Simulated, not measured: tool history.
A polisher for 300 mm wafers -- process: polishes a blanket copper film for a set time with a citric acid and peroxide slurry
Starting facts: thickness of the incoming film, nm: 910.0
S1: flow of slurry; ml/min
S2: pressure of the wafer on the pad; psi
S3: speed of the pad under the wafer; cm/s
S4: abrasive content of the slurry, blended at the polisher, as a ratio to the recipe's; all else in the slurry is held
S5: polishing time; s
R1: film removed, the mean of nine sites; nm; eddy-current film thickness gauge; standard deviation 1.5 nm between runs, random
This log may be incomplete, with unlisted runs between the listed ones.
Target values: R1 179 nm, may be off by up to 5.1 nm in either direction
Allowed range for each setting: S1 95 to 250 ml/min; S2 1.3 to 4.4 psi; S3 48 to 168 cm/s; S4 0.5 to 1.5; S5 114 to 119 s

run  hour   S1   S2   S3  S4   S5      R1
  1     0  160  2.8  108   1  114  245.21
  2   4.4  155  2.7  108   1  114  235.71
  3  11.2  155  2.7  108   1  119     248
  4  18.7  150  2.6  108   1  119  240.73
  5  23.4  150  2.5  108   1  119  234.78
  6  31.7  175  2.5  108   1  119  240.03
  7    33  170  2.4  108   1  119     228
  8  39.1  170  2.3  108   1  119  226.55
  9  47.9  165  2.2  108   1  119  219.99
     55.8  -- slurry blender recalibrated
 10  55.8  165  2.1  108   1  119  220.97
 11  60.3  165    2  108   1  119  216.04

Exercise: of the 5 proposed moves below, exactly one satisfies all targets within the stated allowed misses. Which move is it?
  A  64.8  185  2.1  148  1.05  119   ?
  B  64.8  180  1.8   84  0.85  114   ?
  C  64.8  165  1.8   88  0.95  114   ?
  D  64.8  215  1.4  100   1.1  119   ?
  E  64.8  170  1.7   90   0.8  119   ?

move      R1
   A  296.43
   B  155.27
   C  163.62
   D  176.98
   E  160.98
A: misses by more than the last run did
B: the result that was furthest off in the last run now lies on the other side of its target
C: the result that was furthest off in the last run now lies on the other side of its target
D: in spec on every target
E: the result that was furthest off in the last run now lies on the other side of its target
The move that meets every target is D.

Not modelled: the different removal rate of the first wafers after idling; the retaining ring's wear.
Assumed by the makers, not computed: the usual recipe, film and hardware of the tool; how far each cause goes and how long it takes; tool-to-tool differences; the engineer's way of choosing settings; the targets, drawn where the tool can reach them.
